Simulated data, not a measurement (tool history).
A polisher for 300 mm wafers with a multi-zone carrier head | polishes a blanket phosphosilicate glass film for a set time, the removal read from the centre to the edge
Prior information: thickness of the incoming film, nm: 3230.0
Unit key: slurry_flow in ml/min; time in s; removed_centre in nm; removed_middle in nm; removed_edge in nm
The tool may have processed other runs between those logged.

| run | hour | slurry_flow | centre_zone | middle_zone | edge_zone | slurry_solids | time | removed_centre | removed_middle | removed_edge |
|---|---|---|---|---|---|---|---|---|---|---|
| 1 | 0 | 215 | 1 | 1 | 1 | 1 | 66 | 404.87 | 410.62 | 414.46 |
| 2 | 6.6 | 210 | 0.99 | 0.97 | 0.98 | 0.9 | 63 | 355.04 | 346.08 | 362.83 |
| 3 | 7.8 | 210 | 0.99 | 0.97 | 0.98 | 0.9 | 71 | 402.89 | 395.45 | 405.53 |
| 4 | 8.6 | 210 | 0.99 | 0.97 | 0.98 | 0.9 | 64 | 356.68 | 361.13 | 365.67 |
| 5 | 15.1 | 180 | 0.99 | 0.97 | 0.98 | 0.9 | 64 | 346.8 | 359.99 | 358.99 |
| 6 | 22 | 180 | 0.93 | 0.97 | 0.98 | 0.9 | 64 | 336.13 | 350.48 | 362.37 |
| 7 | 29.8 | 180 | 0.93 | 0.97 | 0.98 | 0.9 | 64 | 331.58 | 350.64 | 355.81 |
| 8 | 32.9 | 180 | 0.92 | 0.94 | 0.95 | 0.8 | 64 | 289.32 | 308.04 | 323.62 |
| 9 | 36.2 | 180 | 0.95 | 0.92 | 0.92 | 0.75 | 64 | 286.04 | 282.94 | 299.18 |

Run 10 is up next; what results do you expect?
| 10 | 44.5 | 175 | 0.94 | 0.91 | 0.9 | 0.75 | 64 | ? | ? | ? |

{"run 10": {"removed_centre": 282.98, "removed_middle": 281.5, "removed_edge": 293.53}}
